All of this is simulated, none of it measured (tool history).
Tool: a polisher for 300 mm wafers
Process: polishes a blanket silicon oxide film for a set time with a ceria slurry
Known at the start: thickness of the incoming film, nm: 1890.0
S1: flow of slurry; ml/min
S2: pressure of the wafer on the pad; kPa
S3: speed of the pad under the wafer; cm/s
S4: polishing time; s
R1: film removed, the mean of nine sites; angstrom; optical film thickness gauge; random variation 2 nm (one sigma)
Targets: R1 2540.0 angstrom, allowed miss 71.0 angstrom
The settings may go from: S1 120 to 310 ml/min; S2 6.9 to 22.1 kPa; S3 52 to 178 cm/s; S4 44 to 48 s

run    day   S1    S2   S3  S4      R1
  1  0.000  200  14.5  114  48  1872.0
  2  0.183  220  14.5  114  48  1866.9
  3  0.529  220  14.5   90  48  1525.9
  4  0.704  220  16.5   90  48  1671.1
  5  1.079  220  13.8   90  48  1470.1
  6  1.433  220  15.9   94  48  1673.5
  7  1.571  220  17.2   98  48  1848.0
  8  1.692  220  18.6  100  48  1997.7
  9  1.800  220  19.3  102  48  2071.4
 10  1.862  245  22.1  106  48  2368.2

5 next moves are on the table. One of them brings every result within its allowed miss. Which?
  A  1.925  265  22.1  108  46   ?
  B  1.925  180  22.1  106  48   ?
  C  1.925  225  22.1  126  45   ?
  D  1.925  280  17.9  122  44   ?
  E  1.925  260  22.1  112  45   ?

move      R1
   A  2313.3
   B  2274.3
   C  2562.1
   D  2154.1
   E  2334.8
A: further off than the last run
B: further off than the last run
C: meets every target
D: further off than the last run
E: further off than the last run
The right move is C.
